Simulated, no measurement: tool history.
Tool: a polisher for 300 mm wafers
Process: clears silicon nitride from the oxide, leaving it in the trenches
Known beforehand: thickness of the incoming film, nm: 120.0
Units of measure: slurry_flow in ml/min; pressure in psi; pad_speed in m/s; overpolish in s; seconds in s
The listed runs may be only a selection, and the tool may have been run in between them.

{"run": 1, "hour": 0.0, "slurry_flow": 290, "pressure": 3.0, "pad_speed": 1.2, "overpolish": 15, "seconds": 103.66}
{"run": 2, "hour": 8.3, "slurry_flow": 290, "pressure": 2.9, "pad_speed": 1.2, "overpolish": 15, "seconds": 104.06}
{"run": 3, "hour": 14.0, "slurry_flow": 250, "pressure": 2.9, "pad_speed": 1.2, "overpolish": 15, "seconds": 107.81}
{"run": 4, "hour": 22.7, "slurry_flow": 250, "pressure": 2.9, "pad_speed": 1.44, "overpolish": 15, "seconds": 89.841}
{"run": 5, "hour": 30.0, "slurry_flow": 250, "pressure": 3.3, "pad_speed": 1.44, "overpolish": 15, "seconds": 82.637}
{"run": 6, "hour": 37.4, "slurry_flow": 250, "pressure": 3.0, "pad_speed": 1.42, "overpolish": 15, "seconds": 89.017}
{"run": 7, "hour": 43.2, "slurry_flow": 250, "pressure": 2.8, "pad_speed": 1.4, "overpolish": 15, "seconds": 95.09}

For run 8, what comes out?
{"run": 8, "hour": 47.6, "slurry_flow": 250, "pressure": 2.6, "pad_speed": 1.4, "overpolish": 15, "seconds": "?"}

seconds: 99.309 s

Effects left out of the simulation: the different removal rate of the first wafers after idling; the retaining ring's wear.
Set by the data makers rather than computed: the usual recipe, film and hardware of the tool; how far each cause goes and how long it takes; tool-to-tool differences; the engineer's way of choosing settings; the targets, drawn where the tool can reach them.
